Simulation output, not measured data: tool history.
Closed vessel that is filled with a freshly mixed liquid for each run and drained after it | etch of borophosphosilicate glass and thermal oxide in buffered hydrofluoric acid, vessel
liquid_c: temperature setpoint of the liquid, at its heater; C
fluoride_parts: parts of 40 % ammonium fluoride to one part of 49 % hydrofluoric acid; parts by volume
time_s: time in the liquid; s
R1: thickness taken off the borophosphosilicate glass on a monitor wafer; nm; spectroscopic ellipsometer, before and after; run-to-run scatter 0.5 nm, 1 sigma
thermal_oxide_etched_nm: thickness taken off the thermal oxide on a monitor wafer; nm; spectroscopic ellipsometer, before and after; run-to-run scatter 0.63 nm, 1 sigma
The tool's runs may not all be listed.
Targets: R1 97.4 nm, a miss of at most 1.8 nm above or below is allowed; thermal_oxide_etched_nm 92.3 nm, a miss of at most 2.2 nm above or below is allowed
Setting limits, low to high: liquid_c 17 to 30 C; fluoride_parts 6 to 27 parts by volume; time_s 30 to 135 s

Run 1, hour 0: liquid_c 22 C, fluoride_parts 16.5 parts by volume, time_s 70 s. Result: R1 47.975 nm, thermal_oxide_etched_nm 44.921 nm.
Run 2, hour 1.8: liquid_c 25 C, fluoride_parts 16.5 parts by volume, time_s 70 s. Result: R1 55.499 nm, thermal_oxide_etched_nm 53.12 nm.
Run 3, hour 7.2: liquid_c 26 C, fluoride_parts 15 parts by volume, time_s 70 s. Result: R1 64.479 nm, thermal_oxide_etched_nm 60.871 nm.
Run 4, hour 16.1: liquid_c 28 C, fluoride_parts 15 parts by volume, time_s 70 s. Result: R1 71.971 nm, thermal_oxide_etched_nm 67.908 nm.
Run 5, hour 25: liquid_c 28 C, fluoride_parts 12 parts by volume, time_s 70 s. Result: R1 89.26 nm, thermal_oxide_etched_nm 84.64 nm.
Run 6, hour 29.8: liquid_c 28 C, fluoride_parts 12 parts by volume, time_s 45 s. Result: R1 57.611 nm, thermal_oxide_etched_nm 54.604 nm.
Run 7, hour 35.2: liquid_c 28.5 C, fluoride_parts 10.5 parts by volume, time_s 45 s. Result: R1 67.828 nm, thermal_oxide_etched_nm 64.515 nm.
Run 8, hour 36.5: liquid_c 29 C, fluoride_parts 9.5 parts by volume, time_s 45 s. Result: R1 75.389 nm, thermal_oxide_etched_nm 71.118 nm.
Run 9, hour 43.4: liquid_c 29.5 C, fluoride_parts 8.5 parts by volume, time_s 45 s. Result: R1 84.819 nm, thermal_oxide_etched_nm 80.046 nm.
Run 10, hour 48.2: liquid_c 29.5 C, fluoride_parts 8 parts by volume, time_s 45 s. Result: R1 90.53 nm, thermal_oxide_etched_nm 85.445 nm.
Run 11, hour 51.4: liquid_c 30 C, fluoride_parts 7.5 parts by volume, time_s 45 s. Result: R1 100.34 nm, thermal_oxide_etched_nm 94.459 nm.

Consider the 4 candidate settings below. Which is the only one whose results all fall within their allowed miss of target?
Run A, hour 54.6: liquid_c 30 C, fluoride_parts 16 parts by volume, time_s 95 s. Result: R1 ?, thermal_oxide_etched_nm ?.
Run B, hour 54.6: liquid_c 30 C, fluoride_parts 17 parts by volume, time_s 100 s. Result: R1 ?, thermal_oxide_etched_nm ?.
Run C, hour 54.6: liquid_c 30 C, fluoride_parts 23 parts by volume, time_s 135 s. Result: R1 ?, thermal_oxide_etched_nm ?.
Run D, hour 54.6: liquid_c 30 C, fluoride_parts 10.5 parts by volume, time_s 60 s. Result: R1 ?, thermal_oxide_etched_nm ?.

move      R1  thermal_oxide_etched_nm
   A  102.03                   95.602
   B  101.18                    94.82
   C  105.74                   99.177
   D  97.448                   91.125
A: lands further from the targets than the last run did
B: lands further from the targets than the last run did
C: lands further from the targets than the last run did
D: all results in spec
Correct choice: D, which meets every target

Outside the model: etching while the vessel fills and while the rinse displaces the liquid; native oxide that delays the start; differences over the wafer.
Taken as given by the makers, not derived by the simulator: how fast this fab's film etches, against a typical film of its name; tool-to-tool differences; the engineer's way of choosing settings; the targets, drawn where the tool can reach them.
